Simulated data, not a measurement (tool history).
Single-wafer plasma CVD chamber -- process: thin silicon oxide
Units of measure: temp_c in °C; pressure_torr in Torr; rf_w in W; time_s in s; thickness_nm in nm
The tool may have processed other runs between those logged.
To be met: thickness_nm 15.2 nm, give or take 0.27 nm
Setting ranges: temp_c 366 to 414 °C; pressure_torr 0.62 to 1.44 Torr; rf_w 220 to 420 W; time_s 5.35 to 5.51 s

run 1 day=0 | temp_c=390 pressure_torr=1.03 rf_w=320 time_s=5.35 | thickness_nm=13.044
run 2 day=0.2 | temp_c=390 pressure_torr=0.96 rf_w=320 time_s=5.35 | thickness_nm=12.568
run 3 day=0.392 | temp_c=390 pressure_torr=0.96 rf_w=350 time_s=5.35 | thickness_nm=12.69
run 4 day=0.558 | temp_c=390 pressure_torr=0.78 rf_w=350 time_s=5.35 | thickness_nm=10.543
run 5 day=0.85 | temp_c=398 pressure_torr=0.78 rf_w=350 time_s=5.35 | thickness_nm=10.469
run 6 day=0.971 | temp_c=402 pressure_torr=0.78 rf_w=350 time_s=5.35 | thickness_nm=10.445
run 7 day=1.154 | temp_c=402 pressure_torr=0.87 rf_w=350 time_s=5.35 | thickness_nm=11.525
run 8 day=1.371 | temp_c=402 pressure_torr=0.93 rf_w=350 time_s=5.35 | thickness_nm=12.33
run 9 day=1.7 | temp_c=402 pressure_torr=0.97 rf_w=350 time_s=5.35 | thickness_nm=12.838
run 10 day=1.896 | temp_c=402 pressure_torr=1.01 rf_w=350 time_s=5.35 | thickness_nm=13.21
run 11 day=2.146 | temp_c=402 pressure_torr=1.04 rf_w=350 time_s=5.35 | thickness_nm=13.412
run 12 day=2.288 | temp_c=402 pressure_torr=1.07 rf_w=350 time_s=5.35 | thickness_nm=13.664
run 13 day=2.383 | temp_c=402 pressure_torr=1.1 rf_w=350 time_s=5.35 | thickness_nm=13.926
run 14 day=2.692 | temp_c=402 pressure_torr=1.12 rf_w=350 time_s=5.35 | thickness_nm=14.093
run 15 day=2.762 | temp_c=402 pressure_torr=1.14 rf_w=350 time_s=5.35 | thickness_nm=14.343
run 16 day=3.075 | temp_c=402 pressure_torr=1.16 rf_w=350 time_s=5.35 | thickness_nm=14.399
run 17 day=3.383 | temp_c=402 pressure_torr=1.18 rf_w=350 time_s=5.35 | thickness_nm=14.61

Which single option among these 5 for the next run brings every result within its allowed miss of target? Just one does.
run A day=3.692 | temp_c=398 pressure_torr=1.31 rf_w=330 time_s=5.51 | thickness_nm=?
run B day=3.692 | temp_c=399 pressure_torr=1.17 rf_w=325 time_s=5.35 | thickness_nm=?
run C day=3.692 | temp_c=400 pressure_torr=1.17 rf_w=295 time_s=5.51 | thickness_nm=?
run D day=3.692 | temp_c=410 pressure_torr=1.39 rf_w=320 time_s=5.51 | thickness_nm=?
run E day=3.692 | temp_c=404 pressure_torr=1.27 rf_w=325 time_s=5.44 | thickness_nm=?

move=A thickness_nm=15.608
move=B thickness_nm=14.325
move=C thickness_nm=14.412
move=D thickness_nm=15.733
move=E thickness_nm=15.092
A: moves the result that the last run missed by most past its target, out the other side
B: misses by more than the last run did
C: misses by more than the last run did
D: moves the result that the last run missed by most past its target, out the other side
E: hits every target within its allowed miss
The right move is E.
